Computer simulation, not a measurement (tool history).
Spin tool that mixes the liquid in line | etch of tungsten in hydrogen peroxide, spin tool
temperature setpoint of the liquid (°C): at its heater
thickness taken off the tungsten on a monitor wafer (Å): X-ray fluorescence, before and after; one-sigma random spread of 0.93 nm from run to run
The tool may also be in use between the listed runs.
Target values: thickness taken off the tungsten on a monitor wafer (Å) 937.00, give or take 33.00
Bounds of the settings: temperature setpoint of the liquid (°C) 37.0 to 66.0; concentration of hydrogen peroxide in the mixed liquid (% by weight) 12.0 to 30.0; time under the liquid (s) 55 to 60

| run | hour | temperature setpoint of the liquid (°C) | concentration of hydrogen peroxide in the mixed liquid (% by weight) | time under the liquid (s) | thickness taken off the tungsten on a monitor wafer (Å) |
|---|---|---|---|---|---|
| 1 | 0.0 | 53.0 | 21.5 | 55 | 540.94 |
| 2 | 4.7 | 53.0 | 21.5 | 55 | 531.76 |
| 3 | 6.7 | 53.0 | 25.5 | 55 | 589.13 |
| 4 | 7.2 | 48.5 | 25.5 | 55 | 436.87 |
|  | 7.9 | heated supply line repaired |
| 5 | 7.9 | 48.5 | 29.5 | 55 | 536.81 |
| 6 | 15.9 | 54.0 | 29.5 | 55 | 749.67 |
| 7 | 22.1 | 55.0 | 29.5 | 55 | 801.90 |
| 8 | 24.2 | 55.5 | 29.5 | 55 | 818.58 |
| 9 | 27.3 | 56.0 | 29.5 | 55 | 847.12 |

Which of these 5 next moves meets every target?
| A | 30.4 | 56.5 | 29.0 | 55 | ? |
| B | 30.4 | 58.5 | 27.0 | 55 | ? |
| C | 30.4 | 55.5 | 28.0 | 55 | ? |
| D | 30.4 | 55.5 | 30.0 | 55 | ? |
| E | 30.4 | 54.0 | 29.5 | 60 | ? |

| move | thickness taken off the tungsten on a monitor wafer (Å) |
|---|---|
| A | 869.95 |
| B | 943.38 |
| C | 805.92 |
| D | 834.21 |
| E | 825.55 |
A: moves toward the targets from the last run without getting all of them in spec
B: every result within its allowed miss
C: moves away from the targets compared with the last run
D: moves away from the targets compared with the last run
E: moves away from the targets compared with the last run
Correct choice: B, which meets every target
